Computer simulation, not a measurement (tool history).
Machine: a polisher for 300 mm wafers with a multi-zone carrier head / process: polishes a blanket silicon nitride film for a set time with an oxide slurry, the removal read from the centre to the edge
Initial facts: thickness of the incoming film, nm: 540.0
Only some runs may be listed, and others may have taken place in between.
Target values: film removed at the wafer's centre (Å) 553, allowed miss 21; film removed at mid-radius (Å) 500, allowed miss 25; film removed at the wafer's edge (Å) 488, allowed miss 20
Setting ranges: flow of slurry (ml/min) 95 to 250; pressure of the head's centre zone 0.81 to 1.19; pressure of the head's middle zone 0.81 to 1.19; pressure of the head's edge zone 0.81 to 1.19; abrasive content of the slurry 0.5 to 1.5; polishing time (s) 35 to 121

run	hour	flow of slurry (ml/min)	pressure of the head's centre zone	pressure of the head's middle zone	pressure of the head's edge zone	abrasive content of the slurry	polishing time (s)	film removed at the wafer's centre (Å)	film removed at mid-radius (Å)	film removed at the wafer's edge (Å)
1	0	160	1	1	1	1	78	403.7	400.22	407.13
2	3.8	160	1	1	1.04	1	78	400.94	399.9	414.48
3	9	170	1.03	1.02	1.05	1.05	78	425.73	418.32	431.84
4	16.9	170	1.03	1.02	1.05	1.15	78	455.82	440.19	444.68
5	19	170	1.03	1.02	1.05	1.35	78	484.81	481.6	474.28
6	27.2	175	1.04	1.02	1.05	1.35	78	482.66	483.21	483.41
7	34.8	180	1.07	1.03	1.04	1.35	78	507.66	484.86	475.59
8	39.5	185	1.08	1.03	1.04	1.35	78	510.26	497.61	482.3
9	42.2	185	1.1	1.03	1.04	1.35	78	528.06	486.48	475.39

Which single option among these 5 for the next run brings every result within its allowed miss of target? Just one does.
A	44.9	160	1.14	1.05	1.02	1.4	80	?	?	?
B	44.9	180	1.13	1	1.01	1.3	76	?	?	?
C	44.9	220	1.13	0.92	1.05	1.1	86	?	?	?
D	44.9	205	1.06	1.03	1.02	1.45	74	?	?	?
E	44.9	195	1.04	1.09	1	1.45	75	?	?	?

move	film removed at the wafer's centre (Å)	film removed at mid-radius (Å)	film removed at the wafer's edge (Å)
A	547.42	513.76	489.72
B	507.5	460.42	453.95
C	544.32	459.42	491.73
D	493.32	488.58	469.6
E	487.57	516.77	469.51
A: hits every target within its allowed miss
B: lands further from the targets than the last run did
C: brings the result that was furthest off to its target, and leaves another outside
D: lands further from the targets than the last run did
E: lands further from the targets than the last run did
Move A is the one to make.
